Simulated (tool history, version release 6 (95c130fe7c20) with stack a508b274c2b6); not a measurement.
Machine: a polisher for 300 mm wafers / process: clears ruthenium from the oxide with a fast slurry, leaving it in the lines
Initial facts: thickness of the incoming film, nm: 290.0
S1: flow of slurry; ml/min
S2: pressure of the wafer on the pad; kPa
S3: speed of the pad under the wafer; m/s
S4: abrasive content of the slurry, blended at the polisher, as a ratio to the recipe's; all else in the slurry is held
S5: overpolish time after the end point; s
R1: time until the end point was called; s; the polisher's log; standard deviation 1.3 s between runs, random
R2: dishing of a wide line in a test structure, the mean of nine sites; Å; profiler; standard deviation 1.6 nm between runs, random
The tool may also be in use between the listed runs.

run	hour	S1	S2	S3	S4	S5	R1	R2
1	0.0	240	17.2	1.14	1.0	26	74.973	806.14
2	5.8	210	17.2	1.14	1.0	26	78.805	792.70
3	7.9	210	17.2	1.42	1.0	26	61.644	942.25
4	15.3	265	17.2	1.42	1.0	26	63.211	967.96
5	22.2	265	16.5	1.42	1.0	27	63.618	958.14
6	23.5	265	15.9	1.42	1.0	29	68.733	979.97
7	31.6	265	15.9	1.42	1.0	30	65.959	1035.30
8	38.6	265	15.2	1.42	1.0	31	69.264	1006.40
9	39.7	265	15.2	1.42	1.0	31	68.273	1011.00

Predict the results of run 10:
10	45.5	265	15.2	1.42	1.0	32	?	?

R1: 68.376 s
R2: 1034.60 Å
